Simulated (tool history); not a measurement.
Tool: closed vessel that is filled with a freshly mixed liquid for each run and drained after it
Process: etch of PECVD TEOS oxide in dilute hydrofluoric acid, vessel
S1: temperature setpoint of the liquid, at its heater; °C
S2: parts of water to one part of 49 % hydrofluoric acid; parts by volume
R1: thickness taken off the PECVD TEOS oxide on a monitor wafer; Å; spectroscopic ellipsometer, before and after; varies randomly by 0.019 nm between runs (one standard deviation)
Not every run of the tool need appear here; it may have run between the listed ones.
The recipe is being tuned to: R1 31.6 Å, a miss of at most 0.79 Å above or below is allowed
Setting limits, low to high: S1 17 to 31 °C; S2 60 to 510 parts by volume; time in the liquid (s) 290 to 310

{"run": 1, "hour": 0.0, "S1": 23, "S2": 285, "time in the liquid (s)": 290, "R1": 63.393}
{"run": 2, "hour": 5.8, "S1": 23, "S2": 285, "time in the liquid (s)": 310, "R1": 68.281}
{"run": 3, "hour": 12.9, "S1": 21, "S2": 285, "time in the liquid (s)": 310, "R1": 63.511}
{"run": 4, "hour": 19.4, "S1": 22.5, "S2": 285, "time in the liquid (s)": 310, "R1": 66.151}
{"run": 5, "hour": 21.8, "S1": 22, "S2": 300, "time in the liquid (s)": 310, "R1": 61.122}
{"run": 6, "hour": 27.1, "S1": 22, "S2": 300, "time in the liquid (s)": 290, "R1": 57.209}
{"run": 7, "hour": 31.2, "S1": 21.5, "S2": 310, "time in the liquid (s)": 290, "R1": 54.077}
{"run": 8, "hour": 32.2, "S1": 21, "S2": 320, "time in the liquid (s)": 290, "R1": 51.175}
{"run": 9, "hour": 39.2, "S1": 20.5, "S2": 330, "time in the liquid (s)": 290, "R1": 48.121}
{"hour": 48.4, "done": "hydrofluoric acid flow meter replaced"}
{"run": 10, "hour": 48.4, "S1": 20, "S2": 340, "time in the liquid (s)": 290, "R1": 47.964}
{"run": 11, "hour": 56.8, "S1": 19.5, "S2": 355, "time in the liquid (s)": 290, "R1": 44.694}
{"run": 12, "hour": 61.4, "S1": 19.5, "S2": 365, "time in the liquid (s)": 290, "R1": 43.393}
{"run": 13, "hour": 64.2, "S1": 19, "S2": 375, "time in the liquid (s)": 290, "R1": 41.372}
{"run": 14, "hour": 72.2, "S1": 19, "S2": 385, "time in the liquid (s)": 290, "R1": 40.243}
{"run": 15, "hour": 77.7, "S1": 19, "S2": 390, "time in the liquid (s)": 290, "R1": 39.211}
{"run": 16, "hour": 82.6, "S1": 19, "S2": 395, "time in the liquid (s)": 290, "R1": 38.406}
{"run": 17, "hour": 90.2, "S1": 19, "S2": 400, "time in the liquid (s)": 290, "R1": 37.678}
{"run": 18, "hour": 99.2, "S1": 19, "S2": 400, "time in the liquid (s)": 290, "R1": 37.912}
{"run": 19, "hour": 106.2, "S1": 19, "S2": 405, "time in the liquid (s)": 290, "R1": 37.246}
{"run": 20, "hour": 111.0, "S1": 19, "S2": 410, "time in the liquid (s)": 290, "R1": 36.738}
{"run": 21, "hour": 114.9, "S1": 19, "S2": 415, "time in the liquid (s)": 290, "R1": 36.158}
{"run": 22, "hour": 122.2, "S1": 19, "S2": 420, "time in the liquid (s)": 290, "R1": 35.554}
{"run": 23, "hour": 130.2, "S1": 19, "S2": 425, "time in the liquid (s)": 290, "R1": 34.843}
{"run": 24, "hour": 138.3, "S1": 18, "S2": 435, "time in the liquid (s)": 290, "R1": 32.882}

Exactly one of the 4 candidate moves below puts every result within its allowed miss. Which one?
{"run": "A", "hour": 146.4, "S1": 17.5, "S2": 420, "time in the liquid (s)": 290, "R1": "?"}
{"run": "B", "hour": 146.4, "S1": 19, "S2": 490, "time in the liquid (s)": 305, "R1": "?"}
{"run": "C", "hour": 146.4, "S1": 21.5, "S2": 485, "time in the liquid (s)": 290, "R1": "?"}
{"run": "D", "hour": 146.4, "S1": 19.5, "S2": 485, "time in the liquid (s)": 290, "R1": "?"}

move=A R1=33.629
move=B R1=30.262
move=C R1=31.707
move=D R1=29.677
A: further off than the last run
B: moves the result that the last run missed by most past its target, out the other side
C: meets every target
D: moves the result that the last run missed by most past its target, out the other side
Correct choice: C, which meets every target
